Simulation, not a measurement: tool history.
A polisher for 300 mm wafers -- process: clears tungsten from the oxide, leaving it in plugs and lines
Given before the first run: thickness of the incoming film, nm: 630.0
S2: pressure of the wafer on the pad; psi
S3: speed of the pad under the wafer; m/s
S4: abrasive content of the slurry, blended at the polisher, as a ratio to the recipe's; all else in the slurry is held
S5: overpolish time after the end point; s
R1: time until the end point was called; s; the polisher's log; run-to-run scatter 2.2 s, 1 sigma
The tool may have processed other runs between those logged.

run 1 hour=0 | flow_of_slurry_(ml/min)=175 S2=4.2 S3=1.12 S4=1 S5=13 | R1=105.76
run 2 hour=0.9 | flow_of_slurry_(ml/min)=175 S2=4.2 S3=1.12 S4=1 S5=10 | R1=106.24
run 3 hour=6.7 | flow_of_slurry_(ml/min)=175 S2=3.8 S3=1.12 S4=1 S5=10 | R1=114.43
run 4 hour=11.4 | flow_of_slurry_(ml/min)=140 S2=3.8 S3=1.12 S4=1 S5=10 | R1=119.6
run 5 hour=12 | flow_of_slurry_(ml/min)=140 S2=3.8 S3=1.28 S4=1 S5=10 | R1=106.41
run 6 hour=12.6 | flow_of_slurry_(ml/min)=140 S2=3.8 S3=1.28 S4=0.85 S5=10 | R1=112.58
run 7 hour=14.6 | flow_of_slurry_(ml/min)=140 S2=3.5 S3=1.28 S4=0.85 S5=10 | R1=118.98
run 8 hour=16.2 | flow_of_slurry_(ml/min)=140 S2=3.3 S3=1.28 S4=0.85 S5=10 | R1=127.8

Estimate the outcome of run 9 from the log above:
run 9 hour=25 | flow_of_slurry_(ml/min)=140 S2=3.1 S3=1.28 S4=0.85 S5=10 | R1=?

R1: 131.91 s

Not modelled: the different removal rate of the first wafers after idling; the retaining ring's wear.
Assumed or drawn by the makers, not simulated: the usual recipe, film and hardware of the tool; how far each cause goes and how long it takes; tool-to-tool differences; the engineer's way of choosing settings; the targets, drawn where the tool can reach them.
